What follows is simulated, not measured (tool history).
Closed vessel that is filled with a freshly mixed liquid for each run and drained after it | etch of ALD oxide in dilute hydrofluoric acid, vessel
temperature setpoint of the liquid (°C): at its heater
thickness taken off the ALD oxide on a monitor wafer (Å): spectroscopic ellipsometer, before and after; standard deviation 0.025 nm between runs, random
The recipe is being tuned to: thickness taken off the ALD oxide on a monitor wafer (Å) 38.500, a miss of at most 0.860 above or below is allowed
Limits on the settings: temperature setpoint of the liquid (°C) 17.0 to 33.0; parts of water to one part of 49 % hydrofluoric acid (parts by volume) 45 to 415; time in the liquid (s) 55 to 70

| run | hour | temperature setpoint of the liquid (°C) | parts of water to one part of 49 % hydrofluoric acid (parts by volume) | time in the liquid (s) | thickness taken off the ALD oxide on a monitor wafer (Å) |
|---|---|---|---|---|---|
| 1 | 0.0 | 25.0 | 230 | 70 | 77.804 |
| 2 | 4.3 | 26.5 | 230 | 70 | 82.625 |
| 3 | 11.1 | 25.0 | 245 | 70 | 72.351 |
| 4 | 12.1 | 23.5 | 255 | 70 | 64.059 |
| 5 | 20.0 | 23.5 | 305 | 70 | 51.843 |
| 6 | 26.9 | 22.5 | 305 | 70 | 49.964 |
| 7 | 34.3 | 21.5 | 310 | 70 | 46.829 |
| 8 | 40.3 | 21.0 | 310 | 70 | 45.874 |
| 9 | 45.1 | 20.5 | 310 | 70 | 44.787 |
| 10 | 49.4 | 20.0 | 310 | 70 | 44.554 |
| 11 | 52.9 | 19.5 | 310 | 70 | 43.592 |
| 12 | 53.9 | 19.0 | 310 | 70 | 42.479 |
| 13 | 60.4 | 18.5 | 310 | 70 | 42.234 |
| 14 | 63.3 | 17.5 | 315 | 70 | 39.542 |

4 candidate next runs follow, results not yet known. Just one meets every target within its allowed miss. Identify it.
| A | 66.2 | 17.0 | 260 | 55 | ? |
| B | 66.2 | 17.0 | 245 | 55 | ? |
| C | 66.2 | 19.0 | 305 | 65 | ? |
| D | 66.2 | 18.0 | 315 | 70 | ? |

| move | thickness taken off the ALD oxide on a monitor wafer (Å) |
|---|---|
| A | 39.004 |
| B | 41.936 |
| C | 40.756 |
| D | 40.605 |
A: in spec on every target
B: lands further from the targets than the last run did
C: lands further from the targets than the last run did
D: lands further from the targets than the last run did
Move A is the one to make.
